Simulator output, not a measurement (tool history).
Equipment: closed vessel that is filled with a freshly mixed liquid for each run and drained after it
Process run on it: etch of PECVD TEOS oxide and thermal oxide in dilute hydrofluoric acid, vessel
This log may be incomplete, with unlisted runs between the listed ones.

| run | hour | temperature setpoint of the liquid (C) | parts of water to one part of 49 % hydrofluoric acid (parts by volume) | time in the liquid (s) | thickness taken off the PECVD TEOS oxide on a monitor wafer (nm) | thickness taken off the thermal oxide on a monitor wafer (nm) |
|---|---|---|---|---|---|---|
| 1 | 0.0 | 25.0 | 230 | 275 | 28.548 | 4.6963 |
| 2 | 9.4 | 27.0 | 230 | 275 | 30.939 | 5.0688 |
| 3 | 17.1 | 28.5 | 230 | 275 | 32.233 | 5.2967 |
| 4 | 18.2 | 25.0 | 230 | 275 | 28.400 | 4.7016 |
| 5 | 26.3 | 25.0 | 270 | 275 | 23.303 | 3.8154 |
| 6 | 33.4 | 27.0 | 260 | 275 | 25.995 | 4.3422 |
| 7 | 35.4 | 28.5 | 250 | 275 | 29.058 | 4.8349 |
| 8 | 38.2 | 29.5 | 245 | 275 | 31.015 | 5.0956 |

Predict the results of run 9:
| 9 | 40.4 | 32.0 | 220 | 275 | ? | ? |

thickness taken off the PECVD TEOS oxide on a monitor wafer (nm): 38.448
thickness taken off the thermal oxide on a monitor wafer (nm): 6.2747
